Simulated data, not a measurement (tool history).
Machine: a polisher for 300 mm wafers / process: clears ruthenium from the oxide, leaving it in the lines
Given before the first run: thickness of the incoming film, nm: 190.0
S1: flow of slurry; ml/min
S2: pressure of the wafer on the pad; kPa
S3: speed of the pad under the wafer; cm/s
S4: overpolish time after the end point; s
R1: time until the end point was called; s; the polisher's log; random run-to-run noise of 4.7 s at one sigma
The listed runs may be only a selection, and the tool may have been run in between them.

run  hour   S1    S2   S3  S4      R1
  1   0.0  135  18.6  124   6  138.13
  2   1.1  135  18.6  124   6  138.72
  3   4.3  135  18.6  124   6  137.09
  4  12.7  135  17.2  116   6  157.03
  5  17.8  135  15.9  108   6  183.53
  6  19.0  135  15.9  108   6  182.07
  7  21.0  135  14.5  102   6  209.37
  8  27.2  135  14.5  102   6  209.81
  9  35.1  135  13.8   98   6  225.92
 10  40.3  135  13.1   96   6  248.41
 11  42.2  135  12.4   96   6  254.42
 12  43.1  135  11.7   94   6  269.14

Run 13, settings as shown, results not yet in. Your forecast:
 13  47.5  135  11.0  92   6   ?

{"run 13": {"R1": 296.23}}

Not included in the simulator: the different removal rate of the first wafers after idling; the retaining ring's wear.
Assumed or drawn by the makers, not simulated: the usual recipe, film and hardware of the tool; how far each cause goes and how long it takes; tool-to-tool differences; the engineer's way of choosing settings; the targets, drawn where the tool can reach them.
